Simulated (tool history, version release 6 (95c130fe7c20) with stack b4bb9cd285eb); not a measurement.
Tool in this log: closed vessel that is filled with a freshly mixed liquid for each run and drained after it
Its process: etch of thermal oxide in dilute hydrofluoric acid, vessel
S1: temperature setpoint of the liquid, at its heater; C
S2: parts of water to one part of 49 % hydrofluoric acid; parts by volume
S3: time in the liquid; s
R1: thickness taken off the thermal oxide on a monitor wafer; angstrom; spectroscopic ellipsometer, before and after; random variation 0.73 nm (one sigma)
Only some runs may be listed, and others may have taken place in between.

run	hour	S1	S2	S3	R1
1	0	21	90	1345	735.1
2	2.4	22	85	1345	805.45
3	7.2	20.5	85	1345	768.33
4	11.5	20.5	85	1430	819.48
5	20.5	20.5	85	1345	754.22
6	22.2	21.5	80	1345	846.86
7	26.6	22.5	75	1345	955.62
8	34.5	23.5	75	1345	995.77
9	40.9	24	75	1345	1010
10	50	24.5	75	1345	1027.7

Estimate the outcome of run 11 from the log above:
11	57.3	25	75	1345	?

R1: 1054.6 angstrom
